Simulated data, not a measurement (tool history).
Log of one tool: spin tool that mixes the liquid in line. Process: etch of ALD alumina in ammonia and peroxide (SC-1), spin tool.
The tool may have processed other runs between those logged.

| run | day | temperature setpoint of the liquid (°C) | parts of 29 % ammonia solution to one part of 30 % peroxide (parts by volume) | time under the liquid (s) | thickness taken off the ALD alumina on a monitor wafer (angstrom) |
|---|---|---|---|---|---|
| 1 | 0.000 | 47.0 | 0.75 | 325 | 109.57 |
| 2 | 0.229 | 47.0 | 0.60 | 325 | 105.75 |
| 3 | 0.367 | 47.0 | 0.60 | 345 | 113.43 |
| 4 | 0.529 | 46.0 | 0.60 | 345 | 106.11 |
| 5 | 0.829 | 53.0 | 0.60 | 345 | 156.93 |
| 6 | 0.983 | 51.5 | 0.60 | 345 | 144.22 |

What does the tool deliver on the next run?
| 7 | 1.150 | 50.0 | 0.60 | 345 | ? |

thickness taken off the ALD alumina on a monitor wafer (angstrom): 134.27
